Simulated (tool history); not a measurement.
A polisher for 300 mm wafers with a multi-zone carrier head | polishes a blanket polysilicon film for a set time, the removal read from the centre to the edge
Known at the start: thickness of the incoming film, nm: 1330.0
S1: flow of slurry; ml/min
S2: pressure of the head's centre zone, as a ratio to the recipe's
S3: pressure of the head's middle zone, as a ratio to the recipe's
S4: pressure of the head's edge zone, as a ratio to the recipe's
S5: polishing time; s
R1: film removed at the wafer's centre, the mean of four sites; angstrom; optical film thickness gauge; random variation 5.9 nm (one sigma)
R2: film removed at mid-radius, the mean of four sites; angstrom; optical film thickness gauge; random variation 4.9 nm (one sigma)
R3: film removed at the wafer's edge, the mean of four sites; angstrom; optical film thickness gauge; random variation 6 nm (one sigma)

{"run": 1, "hour": 0.0, "S1": 160, "S2": 1, "S3": 1, "S4": 1, "S5": 58, "R1": 4019.6, "R2": 3976.9, "R3": 3896.3}
{"run": 2, "hour": 0.6, "S1": 160, "S2": 0.97, "S3": 1, "S4": 1, "S5": 58, "R1": 4005.6, "R2": 3973.8, "R3": 3930.5}
{"run": 3, "hour": 9.5, "S1": 135, "S2": 0.97, "S3": 1, "S4": 1, "S5": 58, "R1": 3830.7, "R2": 3860.6, "R3": 3864.7}
{"run": 4, "hour": 11.0, "S1": 135, "S2": 1.02, "S3": 1, "S4": 1, "S5": 58, "R1": 4009.5, "R2": 3855.9, "R3": 3855.9}
{"run": 5, "hour": 14.1, "S1": 135, "S2": 1.02, "S3": 1, "S4": 1.04, "S5": 58, "R1": 4011.9, "R2": 3820, "R3": 3995.1}
{"run": 6, "hour": 19.6, "S1": 135, "S2": 1.02, "S3": 1, "S4": 1.04, "S5": 47, "R1": 3211, "R2": 3098.3, "R3": 3244.1}
{"run": 7, "hour": 23.6, "S1": 175, "S2": 0.92, "S3": 1.1, "S4": 1.14, "S5": 63, "R1": 4071.1, "R2": 4700.1, "R3": 4634.8}
{"run": 8, "hour": 26.3, "S1": 180, "S2": 0.92, "S3": 1.1, "S4": 1.15, "S5": 63, "R1": 4287.1, "R2": 4737.5, "R3": 4605}
{"run": 9, "hour": 33.6, "S1": 175, "S2": 0.91, "S3": 1.1, "S4": 1.16, "S5": 64, "R1": 4134.2, "R2": 4748.2, "R3": 4698.7}

The next listed run, before its measurement:
{"run": 10, "hour": 35.1, "S1": 175, "S2": 0.91, "S3": 1.1, "S4": 1.17, "S5": 65, "R1": "?", "R2": "?", "R3": "?"}

{"run 10": {"R1": 4223.3, "R2": 4880.2, "R3": 4768.1}}
